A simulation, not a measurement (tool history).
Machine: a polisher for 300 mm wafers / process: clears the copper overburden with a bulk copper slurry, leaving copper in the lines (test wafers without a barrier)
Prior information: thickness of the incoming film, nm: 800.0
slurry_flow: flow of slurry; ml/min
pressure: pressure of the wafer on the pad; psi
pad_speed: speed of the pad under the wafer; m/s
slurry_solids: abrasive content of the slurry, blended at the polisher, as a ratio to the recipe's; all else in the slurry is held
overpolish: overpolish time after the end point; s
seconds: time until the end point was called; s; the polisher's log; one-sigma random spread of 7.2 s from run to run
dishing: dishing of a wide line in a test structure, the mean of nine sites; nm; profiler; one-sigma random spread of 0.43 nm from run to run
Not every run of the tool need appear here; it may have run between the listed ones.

Run 1, hour 0: slurry_flow 175 ml/min, pressure 1.9 psi, pad_speed 0.82 m/s, slurry_solids 1, overpolish 10 s. Result: seconds 171.32 s, dishing 30.655 nm.
Run 2, hour 2.1: slurry_flow 175 ml/min, pressure 1.9 psi, pad_speed 0.82 m/s, slurry_solids 1, overpolish 6 s. Result: seconds 181.67 s, dishing 19.861 nm.
Run 3, hour 10: slurry_flow 175 ml/min, pressure 1.6 psi, pad_speed 0.76 m/s, slurry_solids 1, overpolish 8 s. Result: seconds 216.73 s, dishing 21.243 nm.
Run 4, hour 11.6: slurry_flow 175 ml/min, pressure 1.4 psi, pad_speed 0.7 m/s, slurry_solids 1, overpolish 9 s. Result: seconds 268.09 s, dishing 19.608 nm.
Run 5, hour 13: slurry_flow 175 ml/min, pressure 1.4 psi, pad_speed 0.7 m/s, slurry_solids 0.9, overpolish 9 s. Result: seconds 274.5 s, dishing 19.544 nm.
Run 6, hour 15.4: slurry_flow 175 ml/min, pressure 1.7 psi, pad_speed 0.7 m/s, slurry_solids 0.9, overpolish 9 s. Result: seconds 226.55 s, dishing 22.843 nm.

The next listed run, before its measurement:
Run 7, hour 20.1: slurry_flow 175 ml/min, pressure 1.5 psi, pad_speed 0.68 m/s, slurry_solids 0.9, overpolish 10 s. Result: seconds ?, dishing ?.

Run 7 came out at seconds 259.1 s, dishing 22.69 nm.
